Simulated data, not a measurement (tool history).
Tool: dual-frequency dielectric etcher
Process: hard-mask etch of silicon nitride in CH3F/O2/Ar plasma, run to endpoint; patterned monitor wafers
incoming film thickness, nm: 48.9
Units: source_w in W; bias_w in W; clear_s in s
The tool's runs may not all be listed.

run	hour	source_w	bias_w	clear_s
1	0	550	61	68.378
2	4.9	550	69	65.551
3	7.2	550	59	69.56
4	10.7	550	67	66.42
5	16	600	68	64.458
6	20.8	650	68	62.909

The next listed run, before its measurement:
7	29.2	680	70	?

{"run 7": {"clear_s": 61.689}}
